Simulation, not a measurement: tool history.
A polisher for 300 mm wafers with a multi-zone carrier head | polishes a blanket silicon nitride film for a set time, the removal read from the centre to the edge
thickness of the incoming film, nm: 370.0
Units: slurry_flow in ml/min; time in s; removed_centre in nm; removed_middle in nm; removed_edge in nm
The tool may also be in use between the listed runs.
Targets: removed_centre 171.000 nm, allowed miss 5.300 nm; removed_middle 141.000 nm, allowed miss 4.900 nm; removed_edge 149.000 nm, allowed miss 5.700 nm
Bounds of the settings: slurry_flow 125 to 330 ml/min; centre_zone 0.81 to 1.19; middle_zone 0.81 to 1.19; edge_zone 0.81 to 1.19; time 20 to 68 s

run	hour	slurry_flow	centre_zone	middle_zone	edge_zone	time	removed_centre	removed_middle	removed_edge
1	0.0	210	1.00	1.00	1.00	44	95.870	95.172	97.247
2	4.5	210	1.00	1.05	1.00	44	94.974	100.340	95.650
3	8.3	210	1.07	1.05	1.00	44	102.820	101.260	97.458
4	14.1	210	1.07	1.05	1.00	52	121.740	116.800	114.970
5	17.4	210	1.07	1.05	1.06	52	121.960	118.580	118.420
6	20.4	210	1.07	1.05	1.06	43	99.354	96.596	97.013
7	28.1	225	1.10	1.05	1.07	47	113.590	108.440	107.390
8	34.6	235	1.12	1.03	1.08	50	126.880	114.940	116.990
# hour 43.4: slurry nozzle cleaned
9	43.4	250	1.14	1.02	1.10	52	143.710	125.310	128.630
10	51.9	270	1.15	1.01	1.12	52	146.030	126.890	129.850
11	54.6	270	1.15	1.01	1.12	52	145.300	124.930	129.580
12	60.2	280	1.16	1.01	1.14	53	149.250	129.800	135.920
13	63.4	290	1.17	1.00	1.14	54	154.800	130.350	138.270
14	64.4	290	1.18	1.00	1.14	55	157.920	135.430	139.710
15	65.3	295	1.18	0.99	1.14	56	163.350	134.870	142.700
16	73.0	300	1.18	0.99	1.14	56	162.100	134.070	140.820

5 next moves are on the table. One of them brings every result within its allowed miss. Which?
A	80.7	165	1.12	0.92	1.19	62	?	?	?
B	80.7	265	1.13	0.93	1.19	62	?	?	?
C	80.7	295	1.17	1.04	1.08	54	?	?	?
D	80.7	325	1.19	0.81	1.12	63	?	?	?
E	80.7	290	1.19	0.99	1.14	59	?	?	?

move	removed_centre	removed_middle	removed_edge
A	157.350	126.760	152.840
B	172.260	137.550	161.270
C	157.520	133.160	134.630
D	188.580	127.340	161.630
E	174.660	139.280	151.090
A: further off than the last run
B: brings the result that was furthest off to its target, and leaves another outside
C: further off than the last run
D: takes the result that was furthest off past its target
E: meets every target
Move E is the one to make.
